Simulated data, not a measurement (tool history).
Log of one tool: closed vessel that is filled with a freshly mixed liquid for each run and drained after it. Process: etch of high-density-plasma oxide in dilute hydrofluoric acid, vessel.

run	day	temperature setpoint of the liquid (°C)	parts of water to one part of 49 % hydrofluoric acid (parts by volume)	time in the liquid (s)	thickness taken off the high-density-plasma oxide on a monitor wafer (Å)
1	0	23	95	85	50.105
2	0.312	24	95	85	53.044
3	0.421	26	95	85	56.757
4	0.55	24.5	95	85	53.615
5	0.729	24.5	95	85	54.015
6	0.771	24.5	95	85	54.1
7	0.938	25	95	85	54.861
8	1.242	25.5	95	85	56.573

Forecast run 9:
9	1.55	26	95	85	?

{"run 9": {"thickness taken off the high-density-plasma oxide on a monitor wafer (Å)": 56.794}}

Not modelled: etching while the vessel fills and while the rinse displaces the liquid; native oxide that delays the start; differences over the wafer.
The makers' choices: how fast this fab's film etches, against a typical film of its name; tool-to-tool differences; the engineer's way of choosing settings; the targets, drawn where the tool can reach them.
